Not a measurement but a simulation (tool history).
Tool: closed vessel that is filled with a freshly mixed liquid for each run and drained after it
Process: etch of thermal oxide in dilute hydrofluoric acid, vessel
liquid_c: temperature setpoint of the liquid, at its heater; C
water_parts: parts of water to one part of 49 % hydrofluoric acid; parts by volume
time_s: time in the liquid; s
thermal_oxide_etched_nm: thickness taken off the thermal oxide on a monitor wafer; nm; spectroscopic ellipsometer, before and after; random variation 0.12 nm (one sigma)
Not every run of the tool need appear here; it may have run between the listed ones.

{"run": 1, "hour": 0.0, "liquid_c": 22.0, "water_parts": 90, "time_s": 325, "thermal_oxide_etched_nm": 15.375}
{"run": 2, "hour": 2.1, "liquid_c": 20.5, "water_parts": 90, "time_s": 325, "thermal_oxide_etched_nm": 14.365}
{"run": 3, "hour": 7.6, "liquid_c": 20.0, "water_parts": 90, "time_s": 325, "thermal_oxide_etched_nm": 13.905}
{"run": 4, "hour": 8.7, "liquid_c": 20.0, "water_parts": 80, "time_s": 325, "thermal_oxide_etched_nm": 16.096}
{"run": 5, "hour": 11.8, "liquid_c": 19.0, "water_parts": 85, "time_s": 325, "thermal_oxide_etched_nm": 14.038}
{"run": 6, "hour": 15.1, "liquid_c": 19.0, "water_parts": 115, "time_s": 325, "thermal_oxide_etched_nm": 10.266}
{"run": 7, "hour": 21.3, "liquid_c": 20.5, "water_parts": 115, "time_s": 325, "thermal_oxide_etched_nm": 10.801}

Forecast run 8:
{"run": 8, "hour": 29.0, "liquid_c": 21.5, "water_parts": 115, "time_s": 325, "thermal_oxide_etched_nm": "?"}

Run 8 came out at thermal_oxide_etched_nm 11.373 nm.

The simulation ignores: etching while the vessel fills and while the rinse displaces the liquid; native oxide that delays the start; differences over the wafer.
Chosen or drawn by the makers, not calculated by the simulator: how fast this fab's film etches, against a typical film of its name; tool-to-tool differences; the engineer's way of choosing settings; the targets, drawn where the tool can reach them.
